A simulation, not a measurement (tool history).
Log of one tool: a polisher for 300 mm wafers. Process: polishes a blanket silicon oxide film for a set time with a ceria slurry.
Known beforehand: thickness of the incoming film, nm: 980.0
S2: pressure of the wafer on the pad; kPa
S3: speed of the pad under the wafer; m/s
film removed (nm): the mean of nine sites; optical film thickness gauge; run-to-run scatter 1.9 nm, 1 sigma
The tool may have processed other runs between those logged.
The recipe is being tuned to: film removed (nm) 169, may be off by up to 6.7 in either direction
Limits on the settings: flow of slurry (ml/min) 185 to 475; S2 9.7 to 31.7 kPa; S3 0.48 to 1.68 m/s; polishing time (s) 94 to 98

run 1 hour=0 | flow_of_slurry_(ml/min)=305 S2=20.7 S3=1.08 polishing_time_(s)=94 | film_removed_(nm)=380.18
run 2 hour=7.2 | flow_of_slurry_(ml/min)=255 S2=20.7 S3=1.08 polishing_time_(s)=94 | film_removed_(nm)=360.43
run 3 hour=11.6 | flow_of_slurry_(ml/min)=255 S2=16.5 S3=1.08 polishing_time_(s)=94 | film_removed_(nm)=296.65
run 4 hour=18.3 | flow_of_slurry_(ml/min)=255 S2=20 S3=1.08 polishing_time_(s)=94 | film_removed_(nm)=366.79
run 5 hour=19.1 | flow_of_slurry_(ml/min)=290 S2=20 S3=1.08 polishing_time_(s)=94 | film_removed_(nm)=361.2
run 6 hour=26.4 | flow_of_slurry_(ml/min)=290 S2=18.6 S3=1.04 polishing_time_(s)=94 | film_removed_(nm)=323.35
run 7 hour=32.9 | flow_of_slurry_(ml/min)=290 S2=17.2 S3=1.02 polishing_time_(s)=94 | film_removed_(nm)=298.55
run 8 hour=41.3 | flow_of_slurry_(ml/min)=290 S2=15.9 S3=1 polishing_time_(s)=94 | film_removed_(nm)=274.96
-- hour=49.9 head pressure recalibrated
run 9 hour=49.9 | flow_of_slurry_(ml/min)=290 S2=15.2 S3=0.98 polishing_time_(s)=94 | film_removed_(nm)=237.31
run 10 hour=56.1 | flow_of_slurry_(ml/min)=290 S2=14.5 S3=0.98 polishing_time_(s)=94 | film_removed_(nm)=229.56

5 candidate next runs follow, results not yet known. Just one meets every target within its allowed miss. Identify it.
run A hour=62.3 | flow_of_slurry_(ml/min)=320 S2=20.7 S3=0.68 polishing_time_(s)=98 | film_removed_(nm)=?
run B hour=62.3 | flow_of_slurry_(ml/min)=250 S2=12.4 S3=1.32 polishing_time_(s)=98 | film_removed_(nm)=?
run C hour=62.3 | flow_of_slurry_(ml/min)=320 S2=10.3 S3=0.76 polishing_time_(s)=94 | film_removed_(nm)=?
run D hour=62.3 | flow_of_slurry_(ml/min)=260 S2=12.4 S3=0.98 polishing_time_(s)=98 | film_removed_(nm)=?
run E hour=62.3 | flow_of_slurry_(ml/min)=275 S2=15.2 S3=0.62 polishing_time_(s)=94 | film_removed_(nm)=?

move=A film_removed_(nm)=260.81
move=B film_removed_(nm)=261.48
move=C film_removed_(nm)=139.72
move=D film_removed_(nm)=206.27
move=E film_removed_(nm)=171.38
A: its largest miss is bigger than the last run's
B: its largest miss is bigger than the last run's
C: takes the biggest miss from the last run beyond its target
D: closer than the last run, but not yet in spec
E: meets every target
The move that meets every target is E.
